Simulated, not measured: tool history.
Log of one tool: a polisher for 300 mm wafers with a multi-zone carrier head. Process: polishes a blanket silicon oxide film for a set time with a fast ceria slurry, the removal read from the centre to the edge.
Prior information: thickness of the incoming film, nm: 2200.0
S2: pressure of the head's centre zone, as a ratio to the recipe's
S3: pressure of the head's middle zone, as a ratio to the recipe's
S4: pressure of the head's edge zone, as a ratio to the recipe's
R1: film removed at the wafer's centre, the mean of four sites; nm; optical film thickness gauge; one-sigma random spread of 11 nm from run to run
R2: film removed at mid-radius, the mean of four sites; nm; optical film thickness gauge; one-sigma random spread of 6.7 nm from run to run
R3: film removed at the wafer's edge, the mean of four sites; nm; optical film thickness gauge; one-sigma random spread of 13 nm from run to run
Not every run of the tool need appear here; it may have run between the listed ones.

run 1 hour=0 | flow_of_slurry_(ml/min)=280 S2=1 S3=1 S4=1 polishing_time_(s)=82 | R1=899.32 R2=902.11 R3=901.36
run 2 hour=5.4 | flow_of_slurry_(ml/min)=280 S2=1 S3=1.06 S4=1 polishing_time_(s)=82 | R1=887.74 R2=950.7 R3=896.29
run 3 hour=9.7 | flow_of_slurry_(ml/min)=280 S2=1 S3=1.06 S4=0.96 polishing_time_(s)=82 | R1=901.03 R2=955.1 R3=878.1
run 4 hour=17.7 | flow_of_slurry_(ml/min)=280 S2=1 S3=1.06 S4=0.96 polishing_time_(s)=67 | R1=732.64 R2=771.32 R3=720.09
run 5 hour=23.9 | flow_of_slurry_(ml/min)=280 S2=1 S3=0.98 S4=0.96 polishing_time_(s)=67 | R1=732.61 R2=723.23 R3=713.51
run 6 hour=31.4 | flow_of_slurry_(ml/min)=280 S2=1 S3=0.98 S4=1.02 polishing_time_(s)=67 | R1=730.39 R2=726.65 R3=744.29
run 7 hour=38.6 | flow_of_slurry_(ml/min)=275 S2=0.99 S3=0.97 S4=1.04 polishing_time_(s)=71 | R1=767.24 R2=762.86 R3=797.52
run 8 hour=41.4 | flow_of_slurry_(ml/min)=260 S2=0.89 S3=0.93 S4=1.14 polishing_time_(s)=94 | R1=887.42 R2=957.67 R3=1078.9

The next listed run, before its measurement:
-- hour=49.6 slurry nozzle cleaned
run 9 hour=49.6 | flow_of_slurry_(ml/min)=260 S2=0.89 S3=0.93 S4=1.14 polishing_time_(s)=94 | R1=? R2=? R3=?

Run 9 gave R1 944.83 nm, R2 993.69 nm, R3 1109.6 nm.
